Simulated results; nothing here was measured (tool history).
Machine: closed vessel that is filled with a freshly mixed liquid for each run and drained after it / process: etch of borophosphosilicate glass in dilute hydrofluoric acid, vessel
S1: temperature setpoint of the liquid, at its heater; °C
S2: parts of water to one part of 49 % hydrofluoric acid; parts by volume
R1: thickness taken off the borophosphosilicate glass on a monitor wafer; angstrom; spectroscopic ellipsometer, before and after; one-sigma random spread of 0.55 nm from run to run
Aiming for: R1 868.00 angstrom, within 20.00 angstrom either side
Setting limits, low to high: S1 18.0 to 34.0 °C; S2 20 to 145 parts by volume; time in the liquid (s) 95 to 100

run 1 hour=0.0 | S1=26.0 S2=80 time_in_the_liquid_(s)=95 | R1=675.37
run 2 hour=3.1 | S1=22.5 S2=80 time_in_the_liquid_(s)=95 | R1=581.54
run 3 hour=8.5 | S1=25.0 S2=80 time_in_the_liquid_(s)=95 | R1=639.71
run 4 hour=15.6 | S1=23.0 S2=80 time_in_the_liquid_(s)=95 | R1=591.64
run 5 hour=19.8 | S1=25.5 S2=80 time_in_the_liquid_(s)=95 | R1=659.73
run 6 hour=22.6 | S1=27.0 S2=80 time_in_the_liquid_(s)=95 | R1=701.18
run 7 hour=25.6 | S1=28.5 S2=80 time_in_the_liquid_(s)=95 | R1=734.95
run 8 hour=29.1 | S1=29.5 S2=80 time_in_the_liquid_(s)=95 | R1=765.15
run 9 hour=36.2 | S1=30.5 S2=80 time_in_the_liquid_(s)=95 | R1=795.27
run 10 hour=38.3 | S1=31.0 S2=80 time_in_the_liquid_(s)=95 | R1=819.33
run 11 hour=44.7 | S1=31.5 S2=80 time_in_the_liquid_(s)=95 | R1=826.72
run 12 hour=50.3 | S1=32.0 S2=80 time_in_the_liquid_(s)=95 | R1=841.27

Which single option among these 5 for the next run brings every result within its allowed miss of target? Just one does.
run A hour=55.9 | S1=29.0 S2=70 time_in_the_liquid_(s)=95 | R1=?
run B hour=55.9 | S1=28.5 S2=70 time_in_the_liquid_(s)=100 | R1=?
run C hour=55.9 | S1=32.5 S2=75 time_in_the_liquid_(s)=95 | R1=?
run D hour=55.9 | S1=29.5 S2=80 time_in_the_liquid_(s)=100 | R1=?
run E hour=55.9 | S1=32.0 S2=85 time_in_the_liquid_(s)=100 | R1=?

move=A R1=876.36
move=B R1=904.70
move=C R1=927.84
move=D R1=811.06
move=E R1=832.87
A: each result inside its tolerance
B: the result that was furthest off in the last run now lies on the other side of its target
C: the result that was furthest off in the last run now lies on the other side of its target
D: misses by more than the last run did
E: misses by more than the last run did
Answer: A
